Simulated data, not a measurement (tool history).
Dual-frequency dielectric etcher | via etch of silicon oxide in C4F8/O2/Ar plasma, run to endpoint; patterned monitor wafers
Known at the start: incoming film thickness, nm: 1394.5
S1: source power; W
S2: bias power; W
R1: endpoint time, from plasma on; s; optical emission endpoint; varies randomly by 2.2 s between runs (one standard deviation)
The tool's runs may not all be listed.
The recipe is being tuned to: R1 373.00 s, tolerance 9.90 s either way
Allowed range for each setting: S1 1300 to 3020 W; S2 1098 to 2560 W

run  hour    S1    S2      R1
  1   0.0  2160  1829  302.96
  2   9.1  2160  2087  291.96
  3   9.8  2160  2379  282.99
  4  16.2  2500  2379  260.32
  5  18.2  2500  2236  265.53
  6  26.8  2160  2096  293.62
  7  33.2  1920  2010  317.17
  8  37.3  1490  1816  393.11

Of the 5 settings listed for the next run, only one would bring every result within its allowed miss of target. Which one?
  A  41.4  1500  1646   ?
  B  41.4  1670  1575   ?
  C  41.4  1730  1932   ?
  D  41.4  1480  1438   ?
  E  41.4  1810  1751   ?

move      R1
   A  398.25
   B  372.62
   C  345.16
   D  416.24
   E  343.60
A: further off than the last run
B: each result inside its tolerance
C: pushes the last run's worst result past its target
D: further off than the last run
E: pushes the last run's worst result past its target
Move B is the one to make.
